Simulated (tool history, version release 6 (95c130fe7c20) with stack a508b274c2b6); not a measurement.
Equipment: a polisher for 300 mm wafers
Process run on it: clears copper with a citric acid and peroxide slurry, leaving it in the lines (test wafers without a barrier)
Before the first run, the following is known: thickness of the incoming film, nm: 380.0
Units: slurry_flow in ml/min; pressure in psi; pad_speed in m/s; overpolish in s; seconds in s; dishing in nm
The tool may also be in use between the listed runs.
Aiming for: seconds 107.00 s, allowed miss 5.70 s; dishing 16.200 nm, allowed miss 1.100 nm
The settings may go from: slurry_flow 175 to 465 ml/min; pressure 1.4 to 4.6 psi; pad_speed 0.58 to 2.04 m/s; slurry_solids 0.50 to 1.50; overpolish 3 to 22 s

run	hour	slurry_flow	pressure	pad_speed	slurry_solids	overpolish	seconds	dishing
1	0.0	295	3.0	1.30	1.00	11	140.52	21.325
2	1.4	295	2.5	1.30	1.00	11	160.59	18.699
3	9.4	295	2.5	1.42	1.00	11	148.86	20.522
4	17.4	295	2.5	1.42	1.00	15	149.92	25.229
5	24.9	295	2.5	1.42	0.90	15	155.95	25.807
6	32.4	305	2.7	1.42	1.00	12	142.60	22.901
7	39.0	290	2.9	1.42	1.05	9	131.97	19.067
8	45.2	290	3.1	1.42	1.10	8	128.40	17.419
9	47.0	290	3.3	1.42	1.10	7	123.52	16.884
10	55.0	290	3.5	1.42	1.10	6	112.75	14.995

Next run, 5 choices. One meets every target within its allowed miss, the rest don't. Which?
A	63.0	200	3.3	1.48	0.85	8	?	?
B	63.0	335	3.7	1.24	1.10	7	?	?
C	63.0	290	3.1	1.36	1.10	7	?	?
D	63.0	325	3.1	1.64	1.00	5	?	?
E	63.0	175	3.7	1.52	1.25	6	?	?

move	seconds	dishing
A	125.74	17.860
B	123.68	16.170
C	130.91	15.341
D	109.58	13.320
E	108.02	15.901
A: the result that was furthest off in the last run now lies on the other side of its target
B: gets the furthest-off result to its target, but another result is out of tolerance
C: gets the furthest-off result to its target, but another result is out of tolerance
D: its largest miss is bigger than the last run's
E: all results in spec
E meets every target.
